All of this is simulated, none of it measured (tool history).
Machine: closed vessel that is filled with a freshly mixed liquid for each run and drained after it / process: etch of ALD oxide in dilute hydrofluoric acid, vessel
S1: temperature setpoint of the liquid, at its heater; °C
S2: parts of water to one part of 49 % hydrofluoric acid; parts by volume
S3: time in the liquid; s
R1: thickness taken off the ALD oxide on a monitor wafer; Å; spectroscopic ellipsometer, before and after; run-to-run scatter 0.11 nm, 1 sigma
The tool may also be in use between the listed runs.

| run | hour | S1 | S2 | S3 | R1 |
|---|---|---|---|---|---|
| 1 | 0 | 25 | 80 | 85 | 154.27 |
| 2 | 4.6 | 21.5 | 80 | 85 | 134.67 |
| 3 | 6.3 | 23 | 80 | 85 | 143.57 |
| 4 | 8.2 | 23 | 60 | 85 | 194.81 |
| 5 | 11.8 | 24 | 60 | 85 | 203.86 |
| 6 | 15.2 | 24 | 80 | 85 | 148.92 |
| 7 | 17.6 | 25 | 80 | 85 | 155.61 |
| 8 | 24.3 | 26 | 80 | 85 | 161.82 |
| 9 | 31.9 | 27 | 80 | 85 | 166.99 |
| 10 | 34.1 | 27.5 | 80 | 85 | 172.1 |
| 11 | 37 | 28 | 80 | 85 | 174.31 |

Run 12 comes next. What will it give?
| 12 | 38.5 | 28.5 | 80 | 85 | ? |

R1: 177.73 Å
